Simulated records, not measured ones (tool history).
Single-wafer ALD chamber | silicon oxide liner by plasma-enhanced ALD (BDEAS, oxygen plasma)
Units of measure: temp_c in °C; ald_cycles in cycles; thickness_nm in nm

run 1 hour=0.0 | temp_c=315 ald_cycles=48 | thickness_nm=4.4075
run 2 hour=6.6 | temp_c=316 ald_cycles=47 | thickness_nm=4.3088
run 3 hour=10.4 | temp_c=317 ald_cycles=46 | thickness_nm=4.2171
run 4 hour=16.2 | temp_c=308 ald_cycles=46 | thickness_nm=4.2885
run 5 hour=17.6 | temp_c=309 ald_cycles=46 | thickness_nm=4.2703
run 6 hour=25.4 | temp_c=309 ald_cycles=41 | thickness_nm=3.8034
run 7 hour=31.2 | temp_c=308 ald_cycles=42 | thickness_nm=3.8781

Run 8 is up next; what results do you expect?
run 8 hour=39.0 | temp_c=307 ald_cycles=42 | thickness_nm=?

thickness_nm: 3.9151 nm
